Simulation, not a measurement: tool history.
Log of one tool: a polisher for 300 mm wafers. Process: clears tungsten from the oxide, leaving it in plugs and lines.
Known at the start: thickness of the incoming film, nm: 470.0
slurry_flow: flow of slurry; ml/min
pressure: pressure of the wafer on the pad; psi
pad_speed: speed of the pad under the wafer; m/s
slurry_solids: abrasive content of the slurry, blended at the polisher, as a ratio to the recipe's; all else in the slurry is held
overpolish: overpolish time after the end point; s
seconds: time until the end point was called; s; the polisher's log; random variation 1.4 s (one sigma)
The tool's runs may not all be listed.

Run 1, hour 0: slurry_flow 320 ml/min, pressure 3.4 psi, pad_speed 1.34 m/s, slurry_solids 1, overpolish 14 s. Result: seconds 83.563 s.
Run 2, hour 1.2: slurry_flow 320 ml/min, pressure 3.4 psi, pad_speed 1.66 m/s, slurry_solids 1, overpolish 14 s. Result: seconds 68.927 s.
Run 3, hour 7.4: slurry_flow 320 ml/min, pressure 2.9 psi, pad_speed 1.66 m/s, slurry_solids 1, overpolish 14 s. Result: seconds 78.048 s.
Run 4, hour 13.3: slurry_flow 320 ml/min, pressure 2.8 psi, pad_speed 1.66 m/s, slurry_solids 1, overpolish 14 s. Result: seconds 82.067 s.
Run 5, hour 15.6: slurry_flow 320 ml/min, pressure 2.7 psi, pad_speed 1.66 m/s, slurry_solids 1, overpolish 14 s. Result: seconds 84.755 s.
Run 6, hour 19.2: slurry_flow 290 ml/min, pressure 2.7 psi, pad_speed 1.66 m/s, slurry_solids 1, overpolish 14 s. Result: seconds 85.653 s.

Forecast run 7:
Run 7, hour 23.2: slurry_flow 290 ml/min, pressure 2.6 psi, pad_speed 1.66 m/s, slurry_solids 1, overpolish 14 s. Result: seconds ?.

Run 7 gave seconds 88.327 s.

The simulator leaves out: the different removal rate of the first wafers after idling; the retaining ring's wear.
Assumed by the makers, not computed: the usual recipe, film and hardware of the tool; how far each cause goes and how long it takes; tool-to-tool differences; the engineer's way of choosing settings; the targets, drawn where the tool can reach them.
